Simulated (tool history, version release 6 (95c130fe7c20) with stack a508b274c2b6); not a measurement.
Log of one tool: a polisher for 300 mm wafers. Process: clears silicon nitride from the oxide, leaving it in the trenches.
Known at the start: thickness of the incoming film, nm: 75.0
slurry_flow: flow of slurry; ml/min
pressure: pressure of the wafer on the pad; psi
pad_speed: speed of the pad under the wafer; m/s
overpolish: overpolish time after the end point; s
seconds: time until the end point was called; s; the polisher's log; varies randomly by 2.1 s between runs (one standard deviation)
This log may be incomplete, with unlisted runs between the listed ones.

| run | hour | slurry_flow | pressure | pad_speed | overpolish | seconds |
|---|---|---|---|---|---|---|
| 1 | 0 | 295 | 2 | 1.28 | 7 | 70.438 |
| 2 | 1.9 | 295 | 2 | 1.58 | 7 | 55.267 |
| 3 | 8.7 | 295 | 2.2 | 1.58 | 7 | 49.656 |
| 4 | 11.5 | 295 | 2 | 1.58 | 7 | 56.738 |
| 5 | 12.4 | 295 | 1.9 | 1.56 | 7 | 58.314 |
| 6 | 16.8 | 295 | 2.3 | 1.56 | 7 | 50.071 |

What does the tool deliver on the next run?
|  | 18.6 | head pressure recalibrated |
| 7 | 18.6 | 295 | 2.2 | 1.52 | 7 | ? |

seconds: 57.426 s

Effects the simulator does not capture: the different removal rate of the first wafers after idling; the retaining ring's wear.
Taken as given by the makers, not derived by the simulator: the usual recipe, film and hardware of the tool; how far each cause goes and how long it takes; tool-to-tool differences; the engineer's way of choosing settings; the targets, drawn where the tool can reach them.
